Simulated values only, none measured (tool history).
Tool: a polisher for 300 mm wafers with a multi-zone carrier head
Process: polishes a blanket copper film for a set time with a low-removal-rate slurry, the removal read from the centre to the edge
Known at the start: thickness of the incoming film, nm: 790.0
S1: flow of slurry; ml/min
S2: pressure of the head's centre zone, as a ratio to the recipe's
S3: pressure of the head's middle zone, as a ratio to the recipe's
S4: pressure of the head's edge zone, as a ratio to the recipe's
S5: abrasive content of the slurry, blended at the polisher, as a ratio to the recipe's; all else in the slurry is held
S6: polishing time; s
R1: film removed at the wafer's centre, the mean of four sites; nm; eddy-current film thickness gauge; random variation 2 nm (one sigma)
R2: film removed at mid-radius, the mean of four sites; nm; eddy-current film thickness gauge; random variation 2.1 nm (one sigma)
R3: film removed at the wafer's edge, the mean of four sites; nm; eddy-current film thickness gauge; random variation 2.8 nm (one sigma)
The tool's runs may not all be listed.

| run | hour | S1 | S2 | S3 | S4 | S5 | S6 | R1 | R2 | R3 |
|---|---|---|---|---|---|---|---|---|---|---|
| 1 | 0.0 | 285 | 1.00 | 1.00 | 1.00 | 1.00 | 77 | 316.11 | 308.51 | 311.75 |
| 2 | 5.8 | 270 | 0.99 | 0.94 | 0.98 | 0.95 | 77 | 307.15 | 291.62 | 303.98 |
| 3 | 13.4 | 260 | 0.99 | 0.90 | 0.99 | 0.90 | 77 | 299.21 | 276.14 | 300.92 |
| 4 | 22.0 | 260 | 0.99 | 0.90 | 1.07 | 0.90 | 77 | 298.43 | 272.56 | 310.64 |
| 5 | 27.1 | 315 | 0.99 | 0.90 | 1.07 | 0.90 | 77 | 306.45 | 279.84 | 317.43 |
| 6 | 34.8 | 315 | 0.99 | 0.90 | 1.07 | 1.00 | 77 | 314.69 | 285.49 | 320.55 |

The next listed run, before its measurement:
| 7 | 38.4 | 295 | 0.99 | 0.87 | 1.04 | 0.95 | 77 | ? | ? | ? |

Run 7 gave R1 309.99 nm, R2 273.26 nm, R3 312.95 nm.
